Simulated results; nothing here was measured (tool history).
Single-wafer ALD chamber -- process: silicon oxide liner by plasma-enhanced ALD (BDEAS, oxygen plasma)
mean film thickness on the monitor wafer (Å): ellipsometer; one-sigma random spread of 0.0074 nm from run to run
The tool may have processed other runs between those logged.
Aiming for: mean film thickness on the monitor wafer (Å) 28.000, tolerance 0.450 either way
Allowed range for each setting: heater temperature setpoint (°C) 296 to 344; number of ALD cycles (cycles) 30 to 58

run  hour  heater temperature setpoint (°C)  number of ALD cycles (cycles)  mean film thickness on the monitor wafer (Å)
  1   0.0                               320                             44                                        36.739
  2   7.2                               320                             43                                        35.858
  3  15.3                               320                             40                                        33.419
  4  23.9                               330                             40                                        32.733
  5  32.1                               331                             39                                        31.917
  6  34.5                               339                             39                                        31.498
  7  42.7                               339                             38                                        30.785
     44.4  -- thermocouple changed; heater temperature recalibrated
  8  44.4                               340                             36                                        28.646
  9  47.6                               340                             36                                        28.769

Which one of the following 5 next-run settings gets every result inside its allowed miss? There is exactly one.
  A  50.8                               337                             35                                             ?
  B  50.8                               331                             33                                             ?
  C  50.8                               344                             34                                             ?
  D  50.8                               335                             36                                             ?
  E  50.8                               330                             33                                             ?

move  mean film thickness on the monitor wafer (Å)
   A                                        28.130
   B                                        26.791
   C                                        27.003
   D                                        29.031
   E                                        26.835
A: every result within its allowed miss
B: takes the biggest miss from the last run beyond its target
C: takes the biggest miss from the last run beyond its target
D: its largest miss is bigger than the last run's
E: takes the biggest miss from the last run beyond its target
Correct choice: A, which meets every target
